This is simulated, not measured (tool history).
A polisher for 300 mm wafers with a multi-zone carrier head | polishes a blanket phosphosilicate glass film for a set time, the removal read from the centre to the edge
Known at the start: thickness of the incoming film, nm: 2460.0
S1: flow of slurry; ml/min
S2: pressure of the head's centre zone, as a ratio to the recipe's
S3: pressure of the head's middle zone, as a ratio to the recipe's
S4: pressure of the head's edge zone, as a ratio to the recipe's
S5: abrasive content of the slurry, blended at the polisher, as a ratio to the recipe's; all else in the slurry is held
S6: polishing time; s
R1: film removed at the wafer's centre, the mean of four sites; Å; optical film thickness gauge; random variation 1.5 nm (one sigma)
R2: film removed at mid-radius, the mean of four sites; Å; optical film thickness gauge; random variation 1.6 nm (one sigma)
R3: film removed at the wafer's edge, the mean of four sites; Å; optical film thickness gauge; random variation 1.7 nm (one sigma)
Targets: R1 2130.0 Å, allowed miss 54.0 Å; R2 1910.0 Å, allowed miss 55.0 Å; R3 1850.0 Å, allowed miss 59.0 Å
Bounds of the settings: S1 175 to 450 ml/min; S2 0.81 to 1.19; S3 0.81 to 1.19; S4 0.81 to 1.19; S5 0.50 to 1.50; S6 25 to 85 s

run 1 hour=0.0 | S1=290 S2=1.00 S3=1.00 S4=1.00 S5=1.00 S6=55 | R1=2665.7 R2=2637.6 R3=2594.7
run 2 hour=4.0 | S1=290 S2=1.06 S3=1.00 S4=1.00 S5=1.00 S6=55 | R1=2781.6 R2=2710.4 R3=2597.8
run 3 hour=12.6 | S1=290 S2=1.06 S3=0.99 S4=0.98 S5=0.95 S6=55 | R1=2716.9 R2=2585.5 R3=2550.1
run 4 hour=17.5 | S1=295 S2=1.07 S3=0.99 S4=0.97 S5=0.90 S6=54 | R1=2629.0 R2=2434.5 R3=2382.1
run 5 hour=25.4 | S1=300 S2=1.06 S3=0.99 S4=0.96 S5=0.85 S6=54 | R1=2518.6 R2=2420.9 R3=2330.1
run 6 hour=26.4 | S1=300 S2=1.11 S3=0.99 S4=0.96 S5=0.85 S6=54 | R1=2652.2 R2=2376.9 R3=2306.8
run 7 hour=31.8 | S1=270 S2=1.05 S3=0.91 S4=0.86 S5=0.60 S6=53 | R1=1937.6 R2=1761.6 R3=1747.0
run 8 hour=34.8 | S1=350 S2=1.08 S3=0.94 S4=0.88 S5=0.60 S6=53 | R1=2048.9 R2=1841.0 R3=1771.3
run 9 hour=39.8 | S1=350 S2=1.08 S3=0.94 S4=0.89 S5=0.60 S6=53 | R1=2041.7 R2=1844.2 R3=1809.5
run 10 hour=42.5 | S1=350 S2=1.10 S3=0.96 S4=0.90 S5=0.60 S6=53 | R1=2082.4 R2=1866.4 R3=1808.2

Which of these 5 next moves meets every target?
run A hour=45.2 | S1=380 S2=1.10 S3=0.97 S4=0.92 S5=0.60 S6=54 | R1=? R2=? R3=?
run B hour=45.2 | S1=230 S2=1.10 S3=0.88 S4=0.88 S5=0.60 S6=57 | R1=? R2=? R3=?
run C hour=45.2 | S1=435 S2=1.06 S3=0.91 S4=0.91 S5=0.50 S6=60 | R1=? R2=? R3=?
run D hour=45.2 | S1=395 S2=1.11 S3=0.92 S4=0.81 S5=0.60 S6=52 | R1=? R2=? R3=?
run E hour=45.2 | S1=375 S2=1.14 S3=1.00 S4=0.81 S5=0.60 S6=53 | R1=? R2=? R3=?

move=A R1=2148.0 R2=1894.7 R3=1838.9
move=B R1=2161.8 R2=1776.9 R3=1850.9
move=C R1=2021.2 R2=1760.3 R3=1785.8
move=D R1=2092.9 R2=1755.5 R3=1697.3
move=E R1=2183.5 R2=1902.8 R3=1723.4
A: meets every target
B: brings the result that was furthest off to its target, and leaves another outside
C: further off than the last run
D: brings the result that was furthest off to its target, and leaves another outside
E: brings the result that was furthest off to its target, and leaves another outside
The right move is A.

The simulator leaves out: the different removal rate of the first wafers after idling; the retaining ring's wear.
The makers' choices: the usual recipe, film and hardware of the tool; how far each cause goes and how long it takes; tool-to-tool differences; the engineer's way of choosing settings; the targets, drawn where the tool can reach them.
